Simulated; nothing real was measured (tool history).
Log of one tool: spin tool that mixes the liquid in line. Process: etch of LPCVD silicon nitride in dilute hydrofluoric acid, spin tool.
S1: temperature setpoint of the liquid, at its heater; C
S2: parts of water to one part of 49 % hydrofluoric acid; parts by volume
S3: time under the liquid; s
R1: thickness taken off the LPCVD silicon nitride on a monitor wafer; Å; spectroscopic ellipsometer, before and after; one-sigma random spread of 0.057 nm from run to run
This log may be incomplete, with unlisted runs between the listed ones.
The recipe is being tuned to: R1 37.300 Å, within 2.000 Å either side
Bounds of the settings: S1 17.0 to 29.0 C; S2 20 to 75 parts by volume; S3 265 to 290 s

run  hour    S1  S2   S3      R1
  1   0.0  21.0  45  265  23.545
  2   8.1  21.0  45  290  26.038
  3  10.1  22.5  45  290  28.896
  4  15.6  20.0  45  290  24.174
  5  19.4  20.0  45  290  23.841
  6  22.3  20.0  50  290  21.513
  7  30.7  22.0  50  290  25.765
  8  38.5  23.0  50  290  26.781
  9  42.1  24.0  50  290  29.000

Below are 5 possible settings for the next run. Only one of them brings all results inside the allowed miss of their targets. Which is it?
  A  45.7  27.0  45  275   ?
  B  45.7  25.0  70  290   ?
  C  45.7  24.5  60  265   ?
  D  45.7  22.0  45  265   ?
  E  45.7  24.5  55  275   ?

move      R1
   A  36.701
   B  21.947
   C  22.577
   D  25.253
   E  25.518
A: every result within its allowed miss
B: misses by more than the last run did
C: misses by more than the last run did
D: misses by more than the last run did
E: misses by more than the last run did
A meets every target.

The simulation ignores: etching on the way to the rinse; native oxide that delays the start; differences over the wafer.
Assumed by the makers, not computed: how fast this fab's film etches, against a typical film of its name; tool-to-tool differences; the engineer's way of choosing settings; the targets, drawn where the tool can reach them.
